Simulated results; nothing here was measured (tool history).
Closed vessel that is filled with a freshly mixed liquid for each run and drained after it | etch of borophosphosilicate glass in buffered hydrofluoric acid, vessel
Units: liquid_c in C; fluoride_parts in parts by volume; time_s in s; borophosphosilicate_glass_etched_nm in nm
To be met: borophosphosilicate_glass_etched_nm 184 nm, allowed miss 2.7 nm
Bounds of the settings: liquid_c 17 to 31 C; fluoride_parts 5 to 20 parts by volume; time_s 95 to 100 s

run	hour	liquid_c	fluoride_parts	time_s	borophosphosilicate_glass_etched_nm
1	0	23	12	95	226.62
2	5.1	22.5	12	95	223.16
3	9.3	22.5	12	95	220.37
4	16.8	20	12	95	192.55
5	21.7	20	12	100	203.67
6	25.3	17	12	100	172.06
7	27.2	17	12	100	172.55
8	28.1	17.5	12	100	177.3
9	30.5	17.5	12	100	175.7
# hour 31.7: thermometer replaced
10	31.7	18	12	100	169.63
11	37.6	18.5	12	100	173.61
12	42.3	19	12	100	179.19

5 next moves are on the table. One of them brings every result within its allowed miss. Which?
A	47	21	13	95	?
B	47	18	11	100	?
C	47	19	11.5	95	?
D	47	18.5	12	100	?
E	47	20.5	13	95	?

move	borophosphosilicate_glass_etched_nm
A	175.51
B	184.38
C	177.29
D	174.04
E	170.74
A: further off than the last run
B: meets every target
C: further off than the last run
D: further off than the last run
E: further off than the last run
The right move is B.

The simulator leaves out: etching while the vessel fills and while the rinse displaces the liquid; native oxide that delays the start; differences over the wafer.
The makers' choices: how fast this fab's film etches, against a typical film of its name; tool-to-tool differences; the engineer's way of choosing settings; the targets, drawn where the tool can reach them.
